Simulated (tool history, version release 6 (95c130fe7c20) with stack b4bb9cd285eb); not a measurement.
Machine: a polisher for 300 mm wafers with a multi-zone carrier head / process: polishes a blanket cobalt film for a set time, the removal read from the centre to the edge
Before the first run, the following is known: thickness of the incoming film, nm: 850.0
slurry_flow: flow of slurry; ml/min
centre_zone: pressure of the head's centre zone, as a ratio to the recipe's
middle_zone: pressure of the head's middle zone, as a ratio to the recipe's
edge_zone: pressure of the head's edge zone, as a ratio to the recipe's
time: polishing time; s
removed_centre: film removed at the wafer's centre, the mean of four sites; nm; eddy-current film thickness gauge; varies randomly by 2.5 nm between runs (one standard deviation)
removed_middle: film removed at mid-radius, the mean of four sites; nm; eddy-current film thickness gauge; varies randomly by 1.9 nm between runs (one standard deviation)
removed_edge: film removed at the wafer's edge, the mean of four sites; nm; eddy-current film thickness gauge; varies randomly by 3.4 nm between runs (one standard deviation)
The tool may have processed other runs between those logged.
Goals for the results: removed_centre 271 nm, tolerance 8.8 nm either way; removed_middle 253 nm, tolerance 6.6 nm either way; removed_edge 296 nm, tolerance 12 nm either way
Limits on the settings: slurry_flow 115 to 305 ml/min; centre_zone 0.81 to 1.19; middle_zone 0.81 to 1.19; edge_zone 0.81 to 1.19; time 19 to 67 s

| run | hour | slurry_flow | centre_zone | middle_zone | edge_zone | time | removed_centre | removed_middle | removed_edge |
|---|---|---|---|---|---|---|---|---|---|
| 1 | 0 | 195 | 1 | 1 | 1 | 43 | 327.52 | 325.02 | 355.18 |
| 2 | 1.2 | 185 | 0.98 | 0.96 | 0.97 | 42 | 308.89 | 308.22 | 329.75 |
| 3 | 7.3 | 175 | 0.97 | 0.92 | 0.98 | 41 | 297.97 | 288.69 | 320.64 |
| 4 | 14.6 | 175 | 1.04 | 0.92 | 0.98 | 41 | 320.29 | 288.52 | 330.87 |
| 5 | 21.8 | 175 | 1.04 | 0.85 | 0.98 | 41 | 319.77 | 270.36 | 322.69 |
|  | 25.9 | edge zone pressure recalibrated |
| 6 | 25.9 | 175 | 1 | 0.85 | 0.98 | 41 | 308.04 | 268.99 | 316.76 |
| 7 | 30.7 | 165 | 0.98 | 0.84 | 0.98 | 41 | 299.06 | 267.33 | 309.66 |
| 8 | 39 | 160 | 0.96 | 0.83 | 0.99 | 41 | 291.99 | 262.33 | 314.09 |
| 9 | 47.7 | 155 | 0.95 | 0.83 | 0.98 | 41 | 282.71 | 260.55 | 310 |
| 10 | 54.8 | 150 | 0.95 | 0.83 | 0.97 | 41 | 280.73 | 259.29 | 307.86 |

Next run, 4 choices. One meets every target within its allowed miss, the rest don't. Which?
| A | 61.9 | 125 | 0.96 | 0.86 | 0.97 | 40 | ? | ? | ? |
| B | 61.9 | 130 | 0.95 | 0.81 | 0.98 | 40 | ? | ? | ? |
| C | 61.9 | 145 | 0.91 | 0.81 | 1.03 | 38 | ? | ? | ? |
| D | 61.9 | 115 | 0.98 | 0.81 | 1.02 | 41 | ? | ? | ? |

| move | removed_centre | removed_middle | removed_edge |
|---|---|---|---|
| A | 270.91 | 251.77 | 298.89 |
| B | 270.15 | 242.17 | 302.06 |
| C | 251.05 | 234.46 | 297.93 |
| D | 278.38 | 242.57 | 310.62 |
A: every result within its allowed miss
B: the furthest-off result lands on target, but another misses its tolerance
C: the result that was furthest off in the last run now lies on the other side of its target
D: the furthest-off result lands on target, but another misses its tolerance
The move that meets every target is A.

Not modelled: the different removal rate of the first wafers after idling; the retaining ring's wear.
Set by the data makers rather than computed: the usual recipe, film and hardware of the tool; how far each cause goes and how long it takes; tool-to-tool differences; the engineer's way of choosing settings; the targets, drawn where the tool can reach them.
